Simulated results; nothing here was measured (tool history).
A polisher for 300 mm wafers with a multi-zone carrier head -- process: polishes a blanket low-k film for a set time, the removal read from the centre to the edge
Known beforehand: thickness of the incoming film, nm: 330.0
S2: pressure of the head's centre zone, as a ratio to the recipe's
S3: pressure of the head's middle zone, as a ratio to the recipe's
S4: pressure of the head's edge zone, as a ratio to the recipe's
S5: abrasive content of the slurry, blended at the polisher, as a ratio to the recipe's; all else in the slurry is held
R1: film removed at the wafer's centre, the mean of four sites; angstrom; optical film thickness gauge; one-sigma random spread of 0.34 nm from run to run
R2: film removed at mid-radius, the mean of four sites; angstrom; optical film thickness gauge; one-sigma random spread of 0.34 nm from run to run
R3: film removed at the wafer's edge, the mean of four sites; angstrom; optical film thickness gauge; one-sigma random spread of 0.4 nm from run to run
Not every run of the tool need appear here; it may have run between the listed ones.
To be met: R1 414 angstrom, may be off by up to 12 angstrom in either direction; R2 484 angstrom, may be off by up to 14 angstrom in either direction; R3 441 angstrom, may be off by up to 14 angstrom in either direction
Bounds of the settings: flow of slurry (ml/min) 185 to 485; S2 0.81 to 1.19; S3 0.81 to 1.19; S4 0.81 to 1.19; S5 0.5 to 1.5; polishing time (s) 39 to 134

run 1 day=0 | flow_of_slurry_(ml/min)=310 S2=1 S3=1 S4=1 S5=1 polishing_time_(s)=86 | R1=353.21 R2=354.7 R3=354.26
run 2 day=0.188 | flow_of_slurry_(ml/min)=310 S2=0.96 S3=1 S4=1 S5=1 polishing_time_(s)=86 | R1=342.62 R2=352.59 R3=353.09
run 3 day=0.254 | flow_of_slurry_(ml/min)=320 S2=0.97 S3=1.05 S4=1.04 S5=1.1 polishing_time_(s)=86 | R1=361.65 R2=388.59 R3=384.1
run 4 day=0.525 | flow_of_slurry_(ml/min)=320 S2=0.89 S3=1.05 S4=1.04 S5=1.1 polishing_time_(s)=86 | R1=326.4 R2=389.21 R3=383.25
run 5 day=0.638 | flow_of_slurry_(ml/min)=320 S2=0.89 S3=1.05 S4=1.09 S5=1.1 polishing_time_(s)=86 | R1=333.09 R2=391.35 R3=392.01
run 6 day=0.983 | flow_of_slurry_(ml/min)=320 S2=0.89 S3=1.09 S4=1.09 S5=1.1 polishing_time_(s)=86 | R1=330.07 R2=399.25 R3=387.14
-- day=1.258 edge zone pressure recalibrated
run 7 day=1.258 | flow_of_slurry_(ml/min)=340 S2=0.92 S3=1.12 S4=1.1 S5=1.15 polishing_time_(s)=86 | R1=348.63 R2=429.79 R3=389.26
run 8 day=1.588 | flow_of_slurry_(ml/min)=340 S2=0.94 S3=1.12 S4=1.11 S5=1.2 polishing_time_(s)=86 | R1=366.9 R2=435.31 R3=396.35

Which single option among these 4 for the next run brings every result within its allowed miss of target? Just one does.
run A day=1.917 | flow_of_slurry_(ml/min)=390 S2=0.85 S3=1.17 S4=1.04 S5=1.25 polishing_time_(s)=79 | R1=? R2=? R3=?
run B day=1.917 | flow_of_slurry_(ml/min)=325 S2=1.1 S3=1.1 S4=1.02 S5=1.25 polishing_time_(s)=78 | R1=? R2=? R3=?
run C day=1.917 | flow_of_slurry_(ml/min)=320 S2=0.96 S3=1.13 S4=1.13 S5=1.15 polishing_time_(s)=97 | R1=? R2=? R3=?
run D day=1.917 | flow_of_slurry_(ml/min)=440 S2=0.97 S3=0.93 S4=1.13 S5=1.35 polishing_time_(s)=90 | R1=? R2=? R3=?

move=A R1=309.99 R2=425.48 R3=371.02
move=B R1=391.35 R2=392.99 R3=359.77
move=C R1=407.71 R2=480.79 R3=452.39
move=D R1=419.93 R2=415.2 R3=459.79
A: misses by more than the last run did
B: misses by more than the last run did
C: each result inside its tolerance
D: corrects the largest miss of the last run, while another result sits out of spec
The move that meets every target is C.

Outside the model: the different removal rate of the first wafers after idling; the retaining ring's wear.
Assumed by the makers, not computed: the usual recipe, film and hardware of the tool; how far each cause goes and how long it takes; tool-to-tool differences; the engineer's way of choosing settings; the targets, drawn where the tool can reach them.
